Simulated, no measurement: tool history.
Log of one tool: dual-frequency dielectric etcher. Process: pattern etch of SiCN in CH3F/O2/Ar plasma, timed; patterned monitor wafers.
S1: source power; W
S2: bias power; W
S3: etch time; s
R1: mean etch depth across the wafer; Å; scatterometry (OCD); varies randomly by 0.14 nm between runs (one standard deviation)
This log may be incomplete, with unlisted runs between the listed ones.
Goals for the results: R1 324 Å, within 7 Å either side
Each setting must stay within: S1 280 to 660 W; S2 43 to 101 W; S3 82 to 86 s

run    day   S1  S2  S3      R1
  1      0  470  72  82   289.5
  2  0.121  470  84  82  303.77
  3  0.208  490  85  82     311
  4  0.558  500  85  82  310.51
  5  0.617  500  78  82  301.73
  6  0.808  500  68  82  289.08
  7  1.138  530  70  82  297.95
  8  1.304  550  71  82  303.04
  9  1.425  570  72  82  308.94
 10  1.508  580  73  82  311.57

4 next moves are on the table. One of them brings every result within its allowed miss. Which?
  A  1.592  660  74    83   ?
  B  1.592  600  84  83.5   ?
  C  1.592  610  63    83   ?
  D  1.592  570  74    84   ?

move      R1
   A  334.96
   B  338.42
   C   308.8
   D  320.13
A: moves the result that the last run missed by most past its target, out the other side
B: moves the result that the last run missed by most past its target, out the other side
C: moves away from the targets compared with the last run
D: meets every target
The move that meets every target is D.
